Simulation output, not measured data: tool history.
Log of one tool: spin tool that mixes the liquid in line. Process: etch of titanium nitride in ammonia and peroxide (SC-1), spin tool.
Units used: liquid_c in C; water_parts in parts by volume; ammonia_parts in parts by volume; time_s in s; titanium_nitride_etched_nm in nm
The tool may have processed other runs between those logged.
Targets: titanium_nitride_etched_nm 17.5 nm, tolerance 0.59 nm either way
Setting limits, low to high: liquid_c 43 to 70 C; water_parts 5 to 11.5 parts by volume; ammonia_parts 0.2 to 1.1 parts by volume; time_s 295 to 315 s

| run | hour | liquid_c | water_parts | ammonia_parts | time_s | titanium_nitride_etched_nm |
|---|---|---|---|---|---|---|
| 1 | 0 | 59 | 6.5 | 0.6 | 295 | 21.91 |
| 2 | 8.1 | 59 | 6.5 | 0.6 | 295 | 21.98 |
| 3 | 14 | 52 | 6.5 | 0.6 | 295 | 13.646 |
| 4 | 18.2 | 46 | 6.5 | 0.6 | 295 | 8.9002 |
| 5 | 22.1 | 49 | 6.5 | 0.6 | 295 | 11.184 |
| 6 | 24.9 | 49 | 6.5 | 0.7 | 295 | 11.175 |
| 7 | 32 | 51 | 6.5 | 0.7 | 295 | 12.935 |
| 8 | 36.2 | 56 | 6.5 | 0.7 | 295 | 18.464 |
|  | 42.6 | ammonia flow meter replaced |
| 9 | 42.6 | 56 | 6.5 | 0.7 | 295 | 18.121 |

Exercise: of the 4 proposed moves below, exactly one satisfies all targets within the stated allowed misses. Which move is it?
| A | 49 | 54.5 | 5 | 0.6 | 315 | ? |
| B | 49 | 55.5 | 6 | 0.7 | 310 | ? |
| C | 49 | 56.5 | 7.5 | 0.8 | 310 | ? |
| D | 49 | 54.5 | 6.5 | 0.65 | 315 | ? |

| move | titanium_nitride_etched_nm |
|---|---|
| A | 19.236 |
| B | 19.043 |
| C | 18.677 |
| D | 17.223 |
A: its largest miss is bigger than the last run's
B: its largest miss is bigger than the last run's
C: its largest miss is bigger than the last run's
D: in spec on every target
The right move is D.

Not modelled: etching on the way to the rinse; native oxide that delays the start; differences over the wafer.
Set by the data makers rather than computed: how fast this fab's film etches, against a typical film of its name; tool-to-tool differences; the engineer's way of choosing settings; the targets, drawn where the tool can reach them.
